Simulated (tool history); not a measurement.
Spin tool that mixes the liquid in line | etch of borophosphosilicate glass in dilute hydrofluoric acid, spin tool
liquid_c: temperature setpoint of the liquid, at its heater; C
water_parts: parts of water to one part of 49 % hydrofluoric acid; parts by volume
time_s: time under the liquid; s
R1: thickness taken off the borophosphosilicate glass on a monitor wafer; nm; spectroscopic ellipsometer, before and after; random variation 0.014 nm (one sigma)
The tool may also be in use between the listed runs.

run 1 hour=0.0 | liquid_c=24.0 water_parts=170 time_s=25 | R1=6.9237
run 2 hour=1.9 | liquid_c=22.0 water_parts=185 time_s=25 | R1=5.8061
run 3 hour=2.6 | liquid_c=20.5 water_parts=195 time_s=25 | R1=5.1465
run 4 hour=10.5 | liquid_c=19.5 water_parts=200 time_s=25 | R1=4.7822
run 5 hour=11.2 | liquid_c=19.0 water_parts=205 time_s=25 | R1=4.5732
run 6 hour=19.2 | liquid_c=19.0 water_parts=205 time_s=25 | R1=4.5610
run 7 hour=23.3 | liquid_c=18.5 water_parts=205 time_s=25 | R1=4.4796

The next listed run, before its measurement:
run 8 hour=29.2 | liquid_c=18.0 water_parts=205 time_s=25 | R1=?

{"run 8": {"R1": 4.3852}}
